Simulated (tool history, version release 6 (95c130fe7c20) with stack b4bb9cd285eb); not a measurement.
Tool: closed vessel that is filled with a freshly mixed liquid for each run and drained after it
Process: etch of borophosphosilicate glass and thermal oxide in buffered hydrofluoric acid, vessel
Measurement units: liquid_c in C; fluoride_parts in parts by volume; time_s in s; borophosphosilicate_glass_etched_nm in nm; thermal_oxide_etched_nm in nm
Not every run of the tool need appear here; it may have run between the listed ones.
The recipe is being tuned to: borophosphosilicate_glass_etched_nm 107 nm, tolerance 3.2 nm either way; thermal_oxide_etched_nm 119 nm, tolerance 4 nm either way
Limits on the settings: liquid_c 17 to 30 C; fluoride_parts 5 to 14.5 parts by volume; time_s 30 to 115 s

run	day	liquid_c	fluoride_parts	time_s	borophosphosilicate_glass_etched_nm	thermal_oxide_etched_nm
1	0	22	9	60	66.002	72.52
2	0.329	24	9	60	73.404	81.716
3	0.562	24	10	60	67.934	77.373
4	0.696	25.5	9.5	60	76.936	85.219
5	0.758	25.5	9.5	80	100.9	115.09
6	1.029	25.5	12	80	83.044	91.674
7	1.15	26.5	12	80	89.412	97.827
8	1.262	27.5	12	80	91.011	103.29
9	1.396	28	11.5	80	98.876	109.66
10	1.721	28.5	11.5	80	101.63	111.49

Exercise: of the 4 proposed moves below, exactly one satisfies all targets within the stated allowed misses. Which move is it?
A	2.046	29.5	12.5	80	?	?
B	2.046	25	12	100	?	?
C	2.046	30	11	75	?	?
D	2.046	28	10.5	70	?	?

move	borophosphosilicate_glass_etched_nm	thermal_oxide_etched_nm
A	100.19	109.21
B	102.73	111.71
C	109.27	119.07
D	96.143	104.63
A: lands further from the targets than the last run did
B: no nearer and no further than the last run
C: in spec on every target
D: lands further from the targets than the last run did
The right move is C.

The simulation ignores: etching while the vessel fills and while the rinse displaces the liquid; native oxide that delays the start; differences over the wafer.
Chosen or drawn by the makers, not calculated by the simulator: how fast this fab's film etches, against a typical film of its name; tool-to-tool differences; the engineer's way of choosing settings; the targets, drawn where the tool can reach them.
